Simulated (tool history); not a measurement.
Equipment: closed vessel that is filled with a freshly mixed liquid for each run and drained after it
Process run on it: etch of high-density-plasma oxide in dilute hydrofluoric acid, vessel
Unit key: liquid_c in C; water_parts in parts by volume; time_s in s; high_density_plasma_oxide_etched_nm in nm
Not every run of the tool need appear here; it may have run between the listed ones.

| run | day | liquid_c | water_parts | time_s | high_density_plasma_oxide_etched_nm |
|---|---|---|---|---|---|
| 1 | 0.000 | 25 | 105 | 270 | 22.057 |
| 2 | 0.171 | 26 | 100 | 270 | 24.268 |
| 3 | 0.475 | 26 | 100 | 270 | 24.019 |
| 4 | 0.729 | 28 | 100 | 270 | 26.450 |
|  | 0.912 | thermometer replaced |
| 5 | 0.912 | 28 | 115 | 270 | 20.919 |
| 6 | 1.162 | 30 | 115 | 270 | 23.158 |

What does the tool deliver on the next run?
| 7 | 1.538 | 33 | 75 | 270 | ? |

{"run 7": {"high_density_plasma_oxide_etched_nm": 40.839}}
